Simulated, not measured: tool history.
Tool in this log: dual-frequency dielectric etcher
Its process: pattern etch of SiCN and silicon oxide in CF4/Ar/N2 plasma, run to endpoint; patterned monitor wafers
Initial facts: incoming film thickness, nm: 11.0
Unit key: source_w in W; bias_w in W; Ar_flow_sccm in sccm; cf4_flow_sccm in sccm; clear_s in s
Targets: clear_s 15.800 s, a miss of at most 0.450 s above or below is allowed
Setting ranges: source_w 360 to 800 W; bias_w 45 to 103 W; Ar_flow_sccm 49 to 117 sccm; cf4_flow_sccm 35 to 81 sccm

run	hour	source_w	bias_w	Ar_flow_sccm	cf4_flow_sccm	clear_s
1	0.0	580	74	83	58	10.675
2	1.5	580	74	83	53	10.801
3	9.3	540	72	84	53	11.433
4	13.3	510	69	86	52	12.334
5	17.4	470	69	86	52	13.048
6	21.3	450	68	87	52	13.531
7	22.3	430	67	87	52	13.929
8	27.5	360	61	90	50	16.803
9	31.5	370	61	90	50	16.354

Consider the 5 candidate settings below. Which is the only one whose results all fall within their allowed miss of target?
A	35.5	380	59	91	41	?
B	35.5	390	56	104	37	?
C	35.5	430	57	94	42	?
D	35.5	390	54	88	54	?
E	35.5	360	60	106	51	?

move	clear_s
A	16.662
B	17.466
C	15.720
D	16.646
E	17.303
A: the biggest miss grows against the last run
B: the biggest miss grows against the last run
C: every result lands within tolerance
D: the biggest miss grows against the last run
E: the biggest miss grows against the last run
Correct choice: C, which meets every target

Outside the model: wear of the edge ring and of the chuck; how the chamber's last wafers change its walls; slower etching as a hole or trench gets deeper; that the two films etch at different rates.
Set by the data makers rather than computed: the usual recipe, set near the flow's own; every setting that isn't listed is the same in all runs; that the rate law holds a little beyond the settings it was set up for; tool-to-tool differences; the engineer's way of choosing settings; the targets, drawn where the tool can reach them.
